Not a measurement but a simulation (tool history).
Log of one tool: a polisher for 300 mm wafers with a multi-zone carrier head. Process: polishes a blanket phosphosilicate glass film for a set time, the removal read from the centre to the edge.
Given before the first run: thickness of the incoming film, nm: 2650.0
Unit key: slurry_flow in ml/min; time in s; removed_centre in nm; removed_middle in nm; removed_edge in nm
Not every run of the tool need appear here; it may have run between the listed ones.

{"run": 1, "hour": 0.0, "slurry_flow": 185, "centre_zone": 1, "middle_zone": 1, "edge_zone": 1, "slurry_solids": 1, "time": 34, "removed_centre": 240.3, "removed_middle": 247.07, "removed_edge": 243.27}
{"run": 2, "hour": 1.0, "slurry_flow": 170, "centre_zone": 0.94, "middle_zone": 0.96, "edge_zone": 0.98, "slurry_solids": 0.85, "time": 33, "removed_centre": 202.88, "removed_middle": 216.71, "removed_edge": 212.83}
{"run": 3, "hour": 2.9, "slurry_flow": 170, "centre_zone": 0.94, "middle_zone": 0.96, "edge_zone": 0.98, "slurry_solids": 0.85, "time": 37, "removed_centre": 221.16, "removed_middle": 238.71, "removed_edge": 239.09}
{"run": 4, "hour": 6.8, "slurry_flow": 170, "centre_zone": 0.94, "middle_zone": 0.96, "edge_zone": 0.98, "slurry_solids": 0.85, "time": 43, "removed_centre": 250.06, "removed_middle": 281.05, "removed_edge": 279.99}
{"run": 5, "hour": 11.7, "slurry_flow": 135, "centre_zone": 0.94, "middle_zone": 0.96, "edge_zone": 0.98, "slurry_solids": 0.85, "time": 43, "removed_centre": 251.04, "removed_middle": 263.87, "removed_edge": 270.72}
{"run": 6, "hour": 15.6, "slurry_flow": 140, "centre_zone": 0.9, "middle_zone": 0.92, "edge_zone": 0.99, "slurry_solids": 0.75, "time": 39, "removed_centre": 204.03, "removed_middle": 216.79, "removed_edge": 229.08}
{"run": 7, "hour": 23.5, "slurry_flow": 115, "centre_zone": 0.81, "middle_zone": 0.84, "edge_zone": 0.97, "slurry_solids": 0.5, "time": 32, "removed_centre": 101.44, "removed_middle": 113.88, "removed_edge": 129.38}

Estimate the outcome of run 8 from the log above:
{"run": 8, "hour": 31.2, "slurry_flow": 160, "centre_zone": 0.82, "middle_zone": 0.85, "edge_zone": 1, "slurry_solids": 0.5, "time": 32, "removed_centre": "?", "removed_middle": "?", "removed_edge": "?"}

{"run 8": {"removed_centre": 108.65, "removed_middle": 120.8, "removed_edge": 137.23}}
